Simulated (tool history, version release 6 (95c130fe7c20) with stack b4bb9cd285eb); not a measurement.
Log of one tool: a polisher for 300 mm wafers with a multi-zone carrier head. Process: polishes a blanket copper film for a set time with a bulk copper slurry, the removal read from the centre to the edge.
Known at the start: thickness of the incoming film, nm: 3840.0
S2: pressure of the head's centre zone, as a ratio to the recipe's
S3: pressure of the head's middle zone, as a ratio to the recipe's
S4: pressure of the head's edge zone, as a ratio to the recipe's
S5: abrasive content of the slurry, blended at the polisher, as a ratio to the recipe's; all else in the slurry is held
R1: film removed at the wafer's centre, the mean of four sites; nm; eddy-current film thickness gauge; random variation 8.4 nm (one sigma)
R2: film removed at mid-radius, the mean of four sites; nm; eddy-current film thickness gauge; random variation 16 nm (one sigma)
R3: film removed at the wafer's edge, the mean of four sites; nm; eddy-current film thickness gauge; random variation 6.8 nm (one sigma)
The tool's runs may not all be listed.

run 1 hour=0 | flow_of_slurry_(ml/min)=240 S2=1 S3=1 S4=1 S5=1 polishing_time_(s)=64 | R1=833.14 R2=833.94 R3=821.71
run 2 hour=4.9 | flow_of_slurry_(ml/min)=200 S2=1 S3=1 S4=1 S5=1 polishing_time_(s)=64 | R1=801.38 R2=806.68 R3=800.12
run 3 hour=13 | flow_of_slurry_(ml/min)=200 S2=1 S3=0.95 S4=1 S5=1 polishing_time_(s)=64 | R1=799.69 R2=774.18 R3=806.2
run 4 hour=18 | flow_of_slurry_(ml/min)=200 S2=0.97 S3=0.95 S4=1 S5=1 polishing_time_(s)=64 | R1=781.48 R2=788.56 R3=806.03
run 5 hour=24.9 | flow_of_slurry_(ml/min)=200 S2=0.97 S3=0.95 S4=1 S5=1.2 polishing_time_(s)=64 | R1=822.2 R2=823.45 R3=848.27
run 6 hour=31.7 | flow_of_slurry_(ml/min)=220 S2=0.99 S3=0.99 S4=1.02 S5=1.25 polishing_time_(s)=64 | R1=858.15 R2=864.83 R3=871.83
run 7 hour=38.1 | flow_of_slurry_(ml/min)=240 S2=1 S3=1.02 S4=1.03 S5=1.3 polishing_time_(s)=64 | R1=878.68 R2=904.04 R3=892.84
run 8 hour=44.8 | flow_of_slurry_(ml/min)=255 S2=1.02 S3=1.04 S4=1.04 S5=1.35 polishing_time_(s)=64 | R1=917.12 R2=915.5 R3=912.13
run 9 hour=49.2 | flow_of_slurry_(ml/min)=265 S2=1.03 S3=1.07 S4=1.04 S5=1.4 polishing_time_(s)=64 | R1=939.71 R2=955.24 R3=917.32
run 10 hour=54 | flow_of_slurry_(ml/min)=275 S2=1.04 S3=1.09 S4=1.05 S5=1.4 polishing_time_(s)=64 | R1=956.65 R2=985.61 R3=926.68
run 11 hour=61.5 | flow_of_slurry_(ml/min)=285 S2=1.05 S3=1.1 S4=1.06 S5=1.4 polishing_time_(s)=64 | R1=952.34 R2=980.23 R3=940.61

Run 12 comes next. What will it give?
run 12 hour=64.1 | flow_of_slurry_(ml/min)=290 S2=1.06 S3=1.11 S4=1.06 S5=1.4 polishing_time_(s)=64 | R1=? R2=? R3=?

Run 12 gave R1 966.8 nm, R2 1018.1 nm, R3 954.73 nm.
